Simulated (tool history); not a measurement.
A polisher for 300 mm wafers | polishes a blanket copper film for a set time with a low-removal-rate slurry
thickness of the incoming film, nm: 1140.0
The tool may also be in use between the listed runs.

run,hour,flow of slurry (ml/min),pressure of the wafer on the pad (psi),speed of the pad under the wafer (m/s),abrasive content of the slurry,polishing time (s),film removed (Å)
1,0.0,245,2.5,1.02,1.0,20,455.27
2,1.7,245,2.0,1.02,1.0,20,383.58
3,5.8,245,1.7,1.02,1.0,20,345.26
4,9.3,245,2.3,1.04,1.0,20,439.56
5,11.4,245,2.7,1.06,1.0,20,519.05
6,13.5,245,3.0,1.06,1.0,20,582.47

The next listed run, before its measurement:
7,21.9,245,3.0,1.06,1.0,20,?

Run 7 gave film removed (Å) 584.96.
